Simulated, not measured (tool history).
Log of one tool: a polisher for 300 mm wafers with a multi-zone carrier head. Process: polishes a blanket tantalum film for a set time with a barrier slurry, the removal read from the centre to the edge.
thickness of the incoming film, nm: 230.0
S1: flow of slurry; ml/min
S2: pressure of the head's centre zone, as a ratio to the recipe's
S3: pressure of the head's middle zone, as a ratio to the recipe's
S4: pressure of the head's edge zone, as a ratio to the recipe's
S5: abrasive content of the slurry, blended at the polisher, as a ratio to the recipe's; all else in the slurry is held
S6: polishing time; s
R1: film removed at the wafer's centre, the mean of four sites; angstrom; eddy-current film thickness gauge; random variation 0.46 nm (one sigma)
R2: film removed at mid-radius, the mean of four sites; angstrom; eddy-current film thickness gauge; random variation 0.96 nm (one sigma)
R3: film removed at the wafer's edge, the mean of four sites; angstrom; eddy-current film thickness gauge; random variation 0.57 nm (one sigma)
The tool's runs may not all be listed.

run	hour	S1	S2	S3	S4	S5	S6	R1	R2	R3
1	0	155	1	1	1	1	35	550.77	573.85	555.36
2	3	155	1	1	1.05	1	35	543.5	575.98	569.59
3	10.6	155	1	1	1.05	1.15	35	573.1	589.84	589.39
4	13.6	175	1	1	1.05	1.15	35	591.75	610.66	604.31
5	18.9	175	1.05	1	1.05	1.15	35	609.81	599.84	596.57
6	26.3	175	1.05	1	1.05	1.15	41	710.4	719.26	703.35
7	30.6	170	1.05	1	1.05	1.15	41	707.56	695.89	703.54

Run 8 comes next. What will it give?
8	39.4	170	1.05	1	1.05	1.15	41	?	?	?

Run 8 gave R1 710.2 angstrom, R2 714.1 angstrom, R3 698.76 angstrom.

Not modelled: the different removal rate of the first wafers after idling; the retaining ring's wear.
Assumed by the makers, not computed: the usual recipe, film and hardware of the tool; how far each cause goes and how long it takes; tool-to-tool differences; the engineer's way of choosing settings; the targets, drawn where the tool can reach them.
